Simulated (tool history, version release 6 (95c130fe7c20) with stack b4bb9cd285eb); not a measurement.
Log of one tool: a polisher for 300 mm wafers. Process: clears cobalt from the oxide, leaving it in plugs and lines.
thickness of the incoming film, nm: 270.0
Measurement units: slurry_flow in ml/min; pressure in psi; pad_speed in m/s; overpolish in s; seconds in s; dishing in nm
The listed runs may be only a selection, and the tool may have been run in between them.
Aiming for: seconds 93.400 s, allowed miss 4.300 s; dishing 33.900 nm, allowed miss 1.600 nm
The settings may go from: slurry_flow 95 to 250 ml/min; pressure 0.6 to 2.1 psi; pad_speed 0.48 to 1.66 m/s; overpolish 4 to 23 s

run  hour  slurry_flow  pressure  pad_speed  overpolish  seconds  dishing
  1   0.0          160       1.3       1.06          12   72.049   32.249
  2   3.2          190       1.3       1.06          12   68.656   33.278
  3   5.7          190       1.0       1.06          12   89.940   27.469
  4  13.6          190       1.0       1.06           9   89.641   21.646
  5  14.3          225       1.0       1.06           9   88.092   22.289
  6  20.4          225       1.0       1.06           4   88.200   10.656
  7  21.1          225       0.9       1.12           7   90.953   17.376
  8  24.5          220       0.8       1.20           8   96.419   18.760
  9  30.6          215       0.8       1.26           9   94.084   21.271
 10  34.9          210       0.8       1.30          10   91.098   23.617
 11  36.2          210       0.8       1.32          11   88.997   25.458
 12  38.3          210       0.8       1.32          12   90.538   28.452
 13  43.6          210       0.8       1.32          13   90.135   29.447
 14  46.5          210       0.8       1.32          13   89.349   29.439
 15  48.5          200       0.8       1.32          14   89.363   31.193

Which one of the following 4 next-run settings gets every result inside its allowed miss? There is exactly one.
  A  50.5          185       0.8       1.40          13        ?        ?
  B  50.5          245       0.9       1.26          13        ?        ?
  C  50.5          190       0.7       1.44          16        ?        ?
  D  50.5          215       0.8       1.24          14        ?        ?

move  seconds  dishing
   A   86.085   29.958
   B   81.994   31.116
   C   94.176   32.836
   D   93.975   29.660
A: the biggest miss grows against the last run
B: the biggest miss grows against the last run
C: each result inside its tolerance
D: the biggest miss grows against the last run
Move C is the one to make.
